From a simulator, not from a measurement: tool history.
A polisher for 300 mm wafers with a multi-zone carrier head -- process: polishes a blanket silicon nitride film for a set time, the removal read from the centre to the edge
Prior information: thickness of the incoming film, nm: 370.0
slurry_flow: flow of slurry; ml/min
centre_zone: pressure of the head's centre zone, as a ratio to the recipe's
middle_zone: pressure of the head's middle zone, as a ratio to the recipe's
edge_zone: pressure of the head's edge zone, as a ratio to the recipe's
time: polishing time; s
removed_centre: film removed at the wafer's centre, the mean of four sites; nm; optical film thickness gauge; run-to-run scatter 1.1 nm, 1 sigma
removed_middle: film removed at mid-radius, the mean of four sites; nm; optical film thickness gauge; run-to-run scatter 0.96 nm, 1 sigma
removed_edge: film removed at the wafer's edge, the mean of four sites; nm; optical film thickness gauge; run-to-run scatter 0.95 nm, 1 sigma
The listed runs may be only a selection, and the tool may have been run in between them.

{"run": 1, "hour": 0.0, "slurry_flow": 305, "centre_zone": 1.0, "middle_zone": 1.0, "edge_zone": 1.0, "time": 66, "removed_centre": 110.05, "removed_middle": 106.17, "removed_edge": 107.79}
{"run": 2, "hour": 3.7, "slurry_flow": 275, "centre_zone": 1.0, "middle_zone": 1.0, "edge_zone": 1.0, "time": 66, "removed_centre": 106.77, "removed_middle": 104.46, "removed_edge": 107.5}
{"run": 3, "hour": 6.1, "slurry_flow": 285, "centre_zone": 0.99, "middle_zone": 0.98, "edge_zone": 0.98, "time": 60, "removed_centre": 97.01, "removed_middle": 94.897, "removed_edge": 98.409}
{"run": 4, "hour": 10.3, "slurry_flow": 285, "centre_zone": 0.99, "middle_zone": 0.98, "edge_zone": 0.89, "time": 60, "removed_centre": 96.499, "removed_middle": 94.678, "removed_edge": 94.244}
{"run": 5, "hour": 15.1, "slurry_flow": 285, "centre_zone": 0.99, "middle_zone": 1.03, "edge_zone": 0.89, "time": 60, "removed_centre": 97.956, "removed_middle": 99.425, "removed_edge": 94.249}
{"run": 6, "hour": 22.3, "slurry_flow": 285, "centre_zone": 0.99, "middle_zone": 1.03, "edge_zone": 0.92, "time": 60, "removed_centre": 96.916, "removed_middle": 100.66, "removed_edge": 93.566}
{"run": 7, "hour": 29.1, "slurry_flow": 285, "centre_zone": 1.0, "middle_zone": 1.0, "edge_zone": 0.92, "time": 56, "removed_centre": 92.305, "removed_middle": 90.704, "removed_edge": 90.995}
{"run": 8, "hour": 35.7, "slurry_flow": 290, "centre_zone": 1.0, "middle_zone": 0.99, "edge_zone": 0.9, "time": 53, "removed_centre": 88.675, "removed_middle": 84.887, "removed_edge": 85.032}

Run 9 comes next. What will it give?
{"run": 9, "hour": 41.4, "slurry_flow": 290, "centre_zone": 0.99, "middle_zone": 0.97, "edge_zone": 0.89, "time": 52, "removed_centre": "?", "removed_middle": "?", "removed_edge": "?"}

Run 9 gave removed_centre 84.974 nm, removed_middle 81.659 nm, removed_edge 81.304 nm.
